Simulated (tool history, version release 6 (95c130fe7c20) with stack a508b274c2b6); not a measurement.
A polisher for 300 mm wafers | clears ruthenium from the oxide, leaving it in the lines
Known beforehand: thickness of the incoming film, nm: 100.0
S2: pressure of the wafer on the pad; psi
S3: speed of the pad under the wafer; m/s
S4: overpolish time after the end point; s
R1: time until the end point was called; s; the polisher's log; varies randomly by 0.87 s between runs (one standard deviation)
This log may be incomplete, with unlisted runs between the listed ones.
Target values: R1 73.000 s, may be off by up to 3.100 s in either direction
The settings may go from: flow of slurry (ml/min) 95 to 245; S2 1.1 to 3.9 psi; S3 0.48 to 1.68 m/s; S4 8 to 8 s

run 1 hour=0.0 | flow_of_slurry_(ml/min)=155 S2=2.5 S3=1.08 S4=8 | R1=51.878
run 2 hour=7.0 | flow_of_slurry_(ml/min)=155 S2=2.3 S3=1.08 S4=8 | R1=54.005
run 3 hour=13.4 | flow_of_slurry_(ml/min)=155 S2=2.3 S3=1.08 S4=8 | R1=55.497
run 4 hour=22.3 | flow_of_slurry_(ml/min)=155 S2=2.1 S3=1.08 S4=8 | R1=58.455
run 5 hour=24.6 | flow_of_slurry_(ml/min)=155 S2=1.9 S3=1.08 S4=8 | R1=65.329
run 6 hour=26.7 | flow_of_slurry_(ml/min)=155 S2=2.4 S3=1.08 S4=8 | R1=51.139
run 7 hour=29.5 | flow_of_slurry_(ml/min)=155 S2=2.2 S3=1.08 S4=8 | R1=56.740
run 8 hour=31.1 | flow_of_slurry_(ml/min)=155 S2=2.0 S3=1.08 S4=8 | R1=60.465
run 9 hour=36.3 | flow_of_slurry_(ml/min)=155 S2=1.9 S3=1.08 S4=8 | R1=64.926
run 10 hour=38.1 | flow_of_slurry_(ml/min)=155 S2=1.8 S3=1.08 S4=8 | R1=65.566
run 11 hour=41.7 | flow_of_slurry_(ml/min)=145 S2=1.5 S3=1.08 S4=8 | R1=79.649
run 12 hour=45.0 | flow_of_slurry_(ml/min)=150 S2=1.5 S3=1.08 S4=8 | R1=76.857

Which of these 4 next moves meets every target?
run A hour=48.3 | flow_of_slurry_(ml/min)=155 S2=1.4 S3=1.08 S4=8 | R1=?
run B hour=48.3 | flow_of_slurry_(ml/min)=155 S2=1.9 S3=0.80 S4=8 | R1=?
run C hour=48.3 | flow_of_slurry_(ml/min)=155 S2=1.6 S3=1.08 S4=8 | R1=?
run D hour=48.3 | flow_of_slurry_(ml/min)=150 S2=1.8 S3=0.92 S4=8 | R1=?

move=A R1=81.962
move=B R1=85.585
move=C R1=73.722
move=D R1=78.712
A: lands further from the targets than the last run did
B: lands further from the targets than the last run did
C: all results land within tolerance of their targets
D: lands further from the targets than the last run did
So the answer is move C, the one that meets all the targets.
